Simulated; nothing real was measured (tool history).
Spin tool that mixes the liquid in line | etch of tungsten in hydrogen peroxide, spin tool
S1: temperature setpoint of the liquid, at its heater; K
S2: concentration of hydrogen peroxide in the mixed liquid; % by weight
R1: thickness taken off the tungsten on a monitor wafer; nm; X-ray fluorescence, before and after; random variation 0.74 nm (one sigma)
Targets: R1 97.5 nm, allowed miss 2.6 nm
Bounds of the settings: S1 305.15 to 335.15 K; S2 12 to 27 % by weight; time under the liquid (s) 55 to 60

{"run": 1, "hour": 0.0, "S1": 319.15, "S2": 18, "time under the liquid (s)": 55, "R1": 60.69}
{"run": 2, "hour": 8.9, "S1": 319.15, "S2": 18, "time under the liquid (s)": 60, "R1": 65.656}
{"run": 3, "hour": 17.4, "S1": 319.15, "S2": 20, "time under the liquid (s)": 60, "R1": 69.803}
{"run": 4, "hour": 25.9, "S1": 320.65, "S2": 20, "time under the liquid (s)": 60, "R1": 76.964}
{"run": 5, "hour": 32.9, "S1": 320.65, "S2": 20, "time under the liquid (s)": 55, "R1": 70.256}
{"run": 6, "hour": 35.3, "S1": 320.65, "S2": 20, "time under the liquid (s)": 60, "R1": 76.308}
{"run": 7, "hour": 37.0, "S1": 322.15, "S2": 20, "time under the liquid (s)": 60, "R1": 83.766}
{"run": 8, "hour": 42.4, "S1": 325.15, "S2": 20, "time under the liquid (s)": 60, "R1": 101.92}

Which of these 4 next moves meets every target?
{"run": "A", "hour": 47.8, "S1": 327.65, "S2": 17.5, "time under the liquid (s)": 60, "R1": "?"}
{"run": "B", "hour": 47.8, "S1": 325.65, "S2": 20.5, "time under the liquid (s)": 60, "R1": "?"}
{"run": "C", "hour": 47.8, "S1": 327.15, "S2": 20.5, "time under the liquid (s)": 55, "R1": "?"}
{"run": "D", "hour": 47.8, "S1": 327.65, "S2": 16.5, "time under the liquid (s)": 55, "R1": "?"}

move=A R1=110.96
move=B R1=106.55
move=C R1=106.85
move=D R1=98.762
A: further off than the last run
B: further off than the last run
C: further off than the last run
D: meets every target
The right move is D.
